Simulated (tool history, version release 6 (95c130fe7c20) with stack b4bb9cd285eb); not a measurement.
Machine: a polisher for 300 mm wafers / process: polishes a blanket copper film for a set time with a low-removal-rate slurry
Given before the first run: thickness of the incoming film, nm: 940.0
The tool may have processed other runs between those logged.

| run | hour | flow of slurry (ml/min) | pressure of the wafer on the pad (kPa) | speed of the pad under the wafer (m/s) | abrasive content of the slurry | polishing time (s) | film removed (nm) |
|---|---|---|---|---|---|---|---|
| 1 | 0 | 295 | 23.4 | 0.9 | 1 | 46 | 140.71 |
| 2 | 1.7 | 295 | 24.8 | 0.9 | 1 | 46 | 146.03 |
| 3 | 2.7 | 295 | 26.2 | 0.92 | 1 | 46 | 156.38 |
| 4 | 10.9 | 295 | 27.6 | 0.94 | 1 | 46 | 169.8 |
| 5 | 11.5 | 295 | 27.6 | 0.94 | 1.1 | 46 | 170.06 |
| 6 | 18.1 | 295 | 27.6 | 0.94 | 1.1 | 46 | 169.86 |
| 7 | 18.8 | 295 | 27.6 | 0.94 | 1.1 | 46 | 171.99 |
| 8 | 25 | 295 | 28.3 | 0.94 | 1.1 | 46 | 175.25 |
| 9 | 27.9 | 295 | 29 | 0.94 | 1.1 | 46 | 178.24 |
| 10 | 35 | 295 | 29.6 | 0.94 | 1.1 | 46 | 181.07 |
| 11 | 42.7 | 295 | 30.3 | 0.96 | 1.1 | 46 | 191.69 |
| 12 | 48.5 | 305 | 36.5 | 0.96 | 1.1 | 46 | 223.49 |
| 13 | 51.1 | 305 | 36.5 | 0.98 | 1.1 | 46 | 226.84 |

Run 14, settings as shown, results not yet in. Your forecast:
| 14 | 55.8 | 305 | 36.5 | 0.98 | 1.1 | 46 | ? |

{"run 14": {"film removed (nm)": 227.72}}
